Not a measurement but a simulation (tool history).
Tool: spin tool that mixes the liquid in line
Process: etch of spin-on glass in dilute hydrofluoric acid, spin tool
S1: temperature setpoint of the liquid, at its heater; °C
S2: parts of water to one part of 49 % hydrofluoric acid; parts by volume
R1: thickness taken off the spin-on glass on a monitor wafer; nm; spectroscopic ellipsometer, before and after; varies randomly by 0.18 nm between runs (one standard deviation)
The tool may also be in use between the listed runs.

{"run": 1, "day": 0.0, "S1": 22.0, "S2": 135, "time under the liquid (s)": 60, "R1": 27.602}
{"run": 2, "day": 0.083, "S1": 22.0, "S2": 135, "time under the liquid (s)": 60, "R1": 27.61}
{"run": 3, "day": 0.362, "S1": 25.5, "S2": 135, "time under the liquid (s)": 60, "R1": 31.537}
{"run": 4, "day": 0.612, "S1": 27.0, "S2": 135, "time under the liquid (s)": 60, "R1": 33.074}
{"run": 5, "day": 0.95, "S1": 24.5, "S2": 145, "time under the liquid (s)": 60, "R1": 27.889}
{"run": 6, "day": 1.221, "S1": 22.5, "S2": 150, "time under the liquid (s)": 60, "R1": 24.754}
{"run": 7, "day": 1.579, "S1": 21.0, "S2": 155, "time under the liquid (s)": 60, "R1": 22.419}
{"run": 8, "day": 1.642, "S1": 20.0, "S2": 155, "time under the liquid (s)": 60, "R1": 21.454}
{"run": 9, "day": 1.838, "S1": 19.0, "S2": 155, "time under the liquid (s)": 60, "R1": 20.619}

Forecast run 10:
{"run": 10, "day": 2.138, "S1": 18.5, "S2": 155, "time under the liquid (s)": 60, "R1": "?"}

{"run 10": {"R1": 19.818}}
